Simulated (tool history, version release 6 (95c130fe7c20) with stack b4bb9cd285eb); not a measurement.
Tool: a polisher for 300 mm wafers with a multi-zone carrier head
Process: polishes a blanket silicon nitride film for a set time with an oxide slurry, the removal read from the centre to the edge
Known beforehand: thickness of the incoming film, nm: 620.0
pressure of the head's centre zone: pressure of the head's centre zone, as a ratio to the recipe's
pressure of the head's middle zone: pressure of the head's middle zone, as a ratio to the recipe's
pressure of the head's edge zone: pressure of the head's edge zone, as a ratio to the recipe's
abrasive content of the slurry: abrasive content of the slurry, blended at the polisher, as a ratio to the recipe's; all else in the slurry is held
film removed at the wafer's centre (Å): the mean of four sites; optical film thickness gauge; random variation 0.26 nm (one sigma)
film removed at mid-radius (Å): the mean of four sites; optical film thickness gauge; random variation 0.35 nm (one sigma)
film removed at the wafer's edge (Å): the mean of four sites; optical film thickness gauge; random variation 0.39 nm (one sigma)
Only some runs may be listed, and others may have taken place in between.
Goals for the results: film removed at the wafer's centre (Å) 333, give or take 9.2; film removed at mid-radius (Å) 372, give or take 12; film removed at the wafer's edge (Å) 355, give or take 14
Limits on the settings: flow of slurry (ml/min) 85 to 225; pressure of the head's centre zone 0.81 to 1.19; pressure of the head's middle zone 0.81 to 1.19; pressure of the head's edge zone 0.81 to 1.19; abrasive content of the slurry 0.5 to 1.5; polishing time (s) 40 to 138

run  hour  flow of slurry (ml/min)  pressure of the head's centre zone  pressure of the head's middle zone  pressure of the head's edge zone  abrasive content of the slurry  polishing time (s)  film removed at the wafer's centre (Å)  film removed at mid-radius (Å)  film removed at the wafer's edge (Å)
  1     0                      145                                   1                                   1                                 1                               1                  88                                  468.29                          473.15                                 467.6
  2   6.7                      145                                   1                                   1                              0.96                               1                  88                                  471.01                          475.71                                456.73
  3  10.9                      145                                0.92                                   1                              0.96                               1                  88                                  428.78                          464.76                                   452
  4  16.8                      145                                0.92                                   1                              1.04                               1                  88                                  428.23                           474.1                                468.86
  5  17.4                      145                                0.84                                   1                              1.04                               1                  88                                  393.37                           467.5                                479.98
  6  25.5                      140                                0.85                                   1                              0.99                             0.9                  88                                  371.49                          439.95                                 429.2
  7  29.5                      130                                0.85                                0.98                              0.95                             0.9                  88                                  367.64                          431.82                                421.72
  8  31.6                      125                                0.85                                0.96                              0.92                            0.85                  88                                  347.85                          396.66                                401.58
     36.4  -- worn pad replaced by a new one
  9  36.4                      125                                0.85                                0.96                              0.92                            0.85                  88                                  401.49                          458.96                                465.31
 10  45.3                      120                                0.89                                0.99                              0.96                            0.75                  87                                  376.07                          433.33                                423.93
 11  49.4                      130                                0.88                                0.98                              0.92                             0.7                  86                                  358.79                          405.79                                391.07

Which one of the following 5 next-run settings gets every result inside its allowed miss? There is exactly one.
  A  53.5                      115                                0.95                                0.98                              0.88                             0.7                  81                                       ?                               ?                                     ?
  B  53.5                      130                                0.82                                   1                              0.93                            0.75                  81                                       ?                               ?                                     ?
  C  53.5                      115                                0.84                                0.91                              0.92                             0.8                  78                                       ?                               ?                                     ?
  D  53.5                      110                                 0.9                                0.99                              0.87                            1.05                  62                                       ?                               ?                                     ?
  E  53.5                      135                                0.89                                1.06                              0.89                            0.75                  75                                       ?                               ?                                     ?

move  film removed at the wafer's centre (Å)  film removed at mid-radius (Å)  film removed at the wafer's edge (Å)
   A                                  357.25                          374.37                                351.71
   B                                  333.74                          411.47                                386.13
   C                                  334.95                          373.87                                381.18
   D                                  333.37                          372.65                                346.28
   E                                  338.53                          403.05                                352.22
A: meets the target for the result that was furthest off, but another lies outside its allowed miss
B: lands further from the targets than the last run did
C: meets the target for the result that was furthest off, but another lies outside its allowed miss
D: every result lands within tolerance
E: gains on the last run, yet a result remains outside its allowed miss
Move D is the one to make.
